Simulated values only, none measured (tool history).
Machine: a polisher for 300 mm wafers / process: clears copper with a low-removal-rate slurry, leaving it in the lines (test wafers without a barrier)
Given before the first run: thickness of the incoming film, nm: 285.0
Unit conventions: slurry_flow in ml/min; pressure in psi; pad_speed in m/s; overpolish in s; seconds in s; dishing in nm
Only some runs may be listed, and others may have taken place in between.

Run 1, hour 0.0: slurry_flow 180 ml/min, pressure 2.3 psi, pad_speed 1.12 m/s, slurry_solids 1.00, overpolish 30 s. Result: seconds 125.58 s, dishing 47.053 nm.
Run 2, hour 5.6: slurry_flow 170 ml/min, pressure 2.1 psi, pad_speed 1.02 m/s, slurry_solids 0.95, overpolish 28 s. Result: seconds 152.09 s, dishing 36.843 nm.
Run 3, hour 13.3: slurry_flow 170 ml/min, pressure 1.8 psi, pad_speed 1.02 m/s, slurry_solids 0.95, overpolish 28 s. Result: seconds 172.39 s, dishing 32.355 nm.
Run 4, hour 22.3: slurry_flow 170 ml/min, pressure 1.3 psi, pad_speed 1.02 m/s, slurry_solids 0.95, overpolish 28 s. Result: seconds 235.01 s, dishing 24.574 nm.
Run 5, hour 27.7: slurry_flow 170 ml/min, pressure 1.6 psi, pad_speed 1.02 m/s, slurry_solids 0.95, overpolish 28 s. Result: seconds 194.64 s, dishing 29.425 nm.
Run 6, hour 36.1: slurry_flow 160 ml/min, pressure 1.5 psi, pad_speed 0.94 m/s, slurry_solids 0.90, overpolish 27 s. Result: seconds 236.12 s, dishing 25.029 nm.
Run 7, hour 40.0: slurry_flow 160 ml/min, pressure 1.4 psi, pad_speed 0.88 m/s, slurry_solids 0.90, overpolish 25 s. Result: seconds 261.25 s, dishing 20.666 nm.
Run 8, hour 45.2: slurry_flow 160 ml/min, pressure 1.3 psi, pad_speed 0.82 m/s, slurry_solids 0.90, overpolish 25 s. Result: seconds 296.77 s, dishing 18.287 nm.

Run 9, settings as shown, results not yet in. Your forecast:
Run 9, hour 52.1: slurry_flow 160 ml/min, pressure 1.3 psi, pad_speed 0.78 m/s, slurry_solids 0.90, overpolish 25 s. Result: seconds ?, dishing ?.

Run 9 yielded seconds 315.06 s, dishing 17.747 nm.
